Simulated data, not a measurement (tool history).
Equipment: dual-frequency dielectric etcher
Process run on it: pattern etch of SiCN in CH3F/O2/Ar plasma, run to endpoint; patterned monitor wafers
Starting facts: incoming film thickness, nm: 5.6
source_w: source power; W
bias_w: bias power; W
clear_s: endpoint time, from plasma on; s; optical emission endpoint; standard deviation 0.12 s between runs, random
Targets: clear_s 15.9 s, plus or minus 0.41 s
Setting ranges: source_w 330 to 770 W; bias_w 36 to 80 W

| run | hour | source_w | bias_w | clear_s |
|---|---|---|---|---|
| 1 | 0 | 550 | 58 | 13.607 |
| 2 | 2.6 | 550 | 66 | 13.052 |
| 3 | 5.2 | 610 | 66 | 12.492 |
| 4 | 12.2 | 540 | 62 | 13.384 |
| 5 | 20.4 | 480 | 62 | 14.261 |
| 6 | 27.2 | 480 | 71 | 13.522 |
| 7 | 28.5 | 440 | 69 | 14.281 |
|  | 33.9 | source power generator calibrated |
| 8 | 33.9 | 410 | 68 | 14.869 |
| 9 | 37.8 | 390 | 68 | 15.037 |
| 10 | 45.8 | 380 | 68 | 15.317 |
| 11 | 52.9 | 370 | 68 | 15.679 |

Consider the 4 candidate settings below. Which is the only one whose results all fall within their allowed miss of target?
| A | 60 | 390 | 69 | ? |
| B | 60 | 400 | 70 | ? |
| C | 60 | 420 | 63 | ? |
| D | 60 | 350 | 67 | ? |

| move | clear_s |
|---|---|
| A | 15.194 |
| B | 14.934 |
| C | 15.093 |
| D | 16.203 |
A: its largest miss is bigger than the last run's
B: its largest miss is bigger than the last run's
C: its largest miss is bigger than the last run's
D: in spec on every target
Correct choice: D, which meets every target
